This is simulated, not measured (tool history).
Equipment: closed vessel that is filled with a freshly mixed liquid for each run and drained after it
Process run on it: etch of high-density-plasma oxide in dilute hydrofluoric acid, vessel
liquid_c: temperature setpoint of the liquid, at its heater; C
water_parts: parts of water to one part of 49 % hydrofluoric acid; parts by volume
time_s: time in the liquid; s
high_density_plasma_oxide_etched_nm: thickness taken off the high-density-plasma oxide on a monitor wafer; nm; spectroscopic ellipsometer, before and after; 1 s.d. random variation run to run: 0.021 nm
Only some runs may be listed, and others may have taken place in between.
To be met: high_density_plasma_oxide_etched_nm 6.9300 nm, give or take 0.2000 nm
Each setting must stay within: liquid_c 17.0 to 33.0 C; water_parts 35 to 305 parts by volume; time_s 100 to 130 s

run	day	liquid_c	water_parts	time_s	high_density_plasma_oxide_etched_nm
1	0.000	25.0	170	130	4.8357
2	0.321	25.0	170	100	3.7082
3	0.354	27.0	155	100	4.4724
4	0.458	27.0	155	130	5.8094
5	0.508	28.0	155	130	6.0313
6	0.596	28.5	155	130	6.1410
7	0.762	29.0	155	130	6.2805
8	0.842	29.5	155	130	6.3782
9	1.133	30.0	155	130	6.4648
10	1.283	30.5	155	130	6.6158
11	1.612	31.0	155	130	6.7118

Which one of the following 5 next-run settings gets every result inside its allowed miss? There is exactly one.
A	1.942	32.0	160	125	?
B	1.942	30.0	160	130	?
C	1.942	31.5	155	120	?
D	1.942	32.5	165	130	?
E	1.942	29.5	125	110	?

move	high_density_plasma_oxide_etched_nm
A	6.4313
B	6.2329
C	6.3048
D	6.5550
E	6.9422
A: further off than the last run
B: further off than the last run
C: further off than the last run
D: further off than the last run
E: each result inside its tolerance
Correct choice: E, which meets every target
